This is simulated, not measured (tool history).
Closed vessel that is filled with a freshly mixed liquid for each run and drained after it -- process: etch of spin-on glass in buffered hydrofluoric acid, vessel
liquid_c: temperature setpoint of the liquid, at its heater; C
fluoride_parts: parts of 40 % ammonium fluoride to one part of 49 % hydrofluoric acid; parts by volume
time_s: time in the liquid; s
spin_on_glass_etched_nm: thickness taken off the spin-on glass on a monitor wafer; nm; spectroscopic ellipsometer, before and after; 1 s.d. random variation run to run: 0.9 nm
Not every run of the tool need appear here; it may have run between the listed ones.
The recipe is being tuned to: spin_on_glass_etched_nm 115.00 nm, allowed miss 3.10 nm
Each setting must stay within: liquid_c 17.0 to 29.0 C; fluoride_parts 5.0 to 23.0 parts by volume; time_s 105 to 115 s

{"run": 1, "day": 0.0, "liquid_c": 21.0, "fluoride_parts": 14.0, "time_s": 105, "spin_on_glass_etched_nm": 202.02}
{"run": 2, "day": 0.212, "liquid_c": 21.0, "fluoride_parts": 17.0, "time_s": 105, "spin_on_glass_etched_nm": 165.78}
{"run": 3, "day": 0.338, "liquid_c": 24.5, "fluoride_parts": 17.0, "time_s": 105, "spin_on_glass_etched_nm": 203.1}
{"run": 4, "day": 0.6, "liquid_c": 22.5, "fluoride_parts": 17.5, "time_s": 105, "spin_on_glass_etched_nm": 177.02}
{"run": 5, "day": 0.8, "liquid_c": 22.5, "fluoride_parts": 17.5, "time_s": 105, "spin_on_glass_etched_nm": 177.42}
{"run": 6, "day": 0.888, "liquid_c": 22.5, "fluoride_parts": 17.5, "time_s": 115, "spin_on_glass_etched_nm": 193.74}
{"run": 7, "day": 1.038, "liquid_c": 21.0, "fluoride_parts": 18.5, "time_s": 115, "spin_on_glass_etched_nm": 169.0}
{"run": 8, "day": 1.367, "liquid_c": 20.0, "fluoride_parts": 19.0, "time_s": 115, "spin_on_glass_etched_nm": 155.86}
{"day": 1.7, "done": "thermometer replaced"}
{"run": 9, "day": 1.7, "liquid_c": 19.0, "fluoride_parts": 19.5, "time_s": 115, "spin_on_glass_etched_nm": 132.63}
{"run": 10, "day": 2.042, "liquid_c": 18.5, "fluoride_parts": 19.5, "time_s": 115, "spin_on_glass_etched_nm": 128.56}

Of the 5 settings listed for the next run, only one would bring every result within its allowed miss of target. Which one?
{"run": "A", "day": 2.383, "liquid_c": 18.0, "fluoride_parts": 23.0, "time_s": 110, "spin_on_glass_etched_nm": "?"}
{"run": "B", "day": 2.383, "liquid_c": 18.0, "fluoride_parts": 20.5, "time_s": 105, "spin_on_glass_etched_nm": "?"}
{"run": "C", "day": 2.383, "liquid_c": 17.5, "fluoride_parts": 19.5, "time_s": 110, "spin_on_glass_etched_nm": "?"}
{"run": "D", "day": 2.383, "liquid_c": 19.0, "fluoride_parts": 20.5, "time_s": 110, "spin_on_glass_etched_nm": "?"}
{"run": "E", "day": 2.383, "liquid_c": 18.0, "fluoride_parts": 19.0, "time_s": 110, "spin_on_glass_etched_nm": "?"}

move=A spin_on_glass_etched_nm=106.26
move=B spin_on_glass_etched_nm=109.83
move=C spin_on_glass_etched_nm=116.63
move=D spin_on_glass_etched_nm=121.77
move=E spin_on_glass_etched_nm=123.12
A: the result that was furthest off in the last run now lies on the other side of its target
B: the result that was furthest off in the last run now lies on the other side of its target
C: every result within its allowed miss
D: nearer than the last run, and not there yet
E: nearer than the last run, and not there yet
C is the move that brings every result within its allowed miss.
